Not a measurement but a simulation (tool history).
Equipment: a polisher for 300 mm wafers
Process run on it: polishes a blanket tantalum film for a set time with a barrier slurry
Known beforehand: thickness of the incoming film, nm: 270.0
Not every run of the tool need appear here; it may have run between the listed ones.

| run | hour | flow of slurry (ml/min) | pressure of the wafer on the pad (kPa) | speed of the pad under the wafer (m/s) | abrasive content of the slurry | polishing time (s) | film removed (Å) |
|---|---|---|---|---|---|---|---|
| 1 | 0.0 | 230 | 14.5 | 0.92 | 1.0 | 26 | 459.19 |
| 2 | 5.2 | 225 | 13.1 | 0.92 | 1.0 | 26 | 419.24 |
| 3 | 7.6 | 220 | 11.7 | 0.92 | 1.0 | 26 | 388.99 |
| 4 | 16.3 | 220 | 11.7 | 0.92 | 1.0 | 24 | 360.74 |
| 5 | 17.0 | 215 | 11.0 | 0.92 | 1.0 | 24 | 347.64 |
| 6 | 22.1 | 215 | 13.1 | 0.92 | 1.0 | 24 | 387.26 |

Run 7 is up next; what results do you expect?
| 7 | 26.8 | 200 | 12.4 | 0.92 | 1.0 | 24 | ? |

Run 7 produced film removed (Å) 373.80.
